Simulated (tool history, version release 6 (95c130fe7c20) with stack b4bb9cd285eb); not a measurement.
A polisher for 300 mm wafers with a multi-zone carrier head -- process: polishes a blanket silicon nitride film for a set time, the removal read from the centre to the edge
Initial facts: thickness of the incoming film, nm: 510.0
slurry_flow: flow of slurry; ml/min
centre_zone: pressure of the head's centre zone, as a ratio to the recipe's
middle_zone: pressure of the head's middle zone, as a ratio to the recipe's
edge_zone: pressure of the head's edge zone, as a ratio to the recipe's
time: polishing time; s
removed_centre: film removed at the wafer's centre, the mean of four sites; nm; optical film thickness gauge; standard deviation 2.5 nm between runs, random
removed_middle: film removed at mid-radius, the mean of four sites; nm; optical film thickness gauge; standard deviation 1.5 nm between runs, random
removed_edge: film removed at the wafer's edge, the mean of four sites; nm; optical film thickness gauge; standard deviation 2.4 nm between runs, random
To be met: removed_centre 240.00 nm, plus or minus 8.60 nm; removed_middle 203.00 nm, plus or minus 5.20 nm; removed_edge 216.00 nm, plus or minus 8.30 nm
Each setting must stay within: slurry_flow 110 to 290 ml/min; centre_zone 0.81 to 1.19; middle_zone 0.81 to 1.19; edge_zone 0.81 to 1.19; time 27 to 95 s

run	hour	slurry_flow	centre_zone	middle_zone	edge_zone	time	removed_centre	removed_middle	removed_edge
1	0.0	185	1.00	1.00	1.00	61	186.51	193.50	187.97
2	1.6	225	1.00	1.00	1.00	61	191.65	199.01	189.66
3	9.3	270	1.00	1.00	1.00	61	196.30	205.00	196.87
4	15.4	270	1.00	0.97	1.00	61	201.60	199.42	197.53
5	21.0	290	1.00	0.97	1.00	61	200.69	199.32	194.82
6	27.0	290	1.00	0.97	1.00	48	157.80	157.33	151.01
7	28.9	285	1.04	0.97	1.03	52	173.38	170.78	170.83
8	34.6	285	1.07	0.96	1.02	55	188.34	180.07	178.30
9	41.6	285	1.07	0.96	1.02	55	189.75	178.45	180.35
10	42.5	285	1.10	0.95	1.02	57	202.03	182.32	185.56
11	43.7	285	1.10	0.95	1.02	57	199.12	183.35	182.86
12	48.9	285	1.10	0.95	1.02	57	201.56	184.53	183.11
13	50.0	285	1.12	0.94	1.04	59	212.89	190.65	196.52
14	57.2	285	1.14	0.94	1.05	60	221.35	191.29	196.61
15	63.8	285	1.15	0.94	1.07	61	222.85	195.23	202.52
16	66.5	285	1.16	0.94	1.08	62	223.64	198.16	206.71

Next run, 5 choices. One meets every target within its allowed miss, the rest don't. Which?
A	69.2	275	1.04	0.96	1.19	68	?	?	?
B	69.2	290	1.14	0.90	1.05	66	?	?	?
C	69.2	290	1.02	0.95	1.18	62	?	?	?
D	69.2	270	1.19	0.91	1.11	69	?	?	?
E	69.2	270	1.19	0.87	0.91	63	?	?	?

move	removed_centre	removed_middle	removed_edge
A	229.93	220.61	235.83
B	242.85	203.96	215.82
C	207.45	200.51	215.00
D	261.35	213.53	230.66
E	238.56	187.89	191.38
A: its largest miss is bigger than the last run's
B: meets every target
C: its largest miss is bigger than the last run's
D: the result that was furthest off in the last run now lies on the other side of its target
E: gets the furthest-off result to its target, but another result is out of tolerance
B is the move that brings every result within its allowed miss.
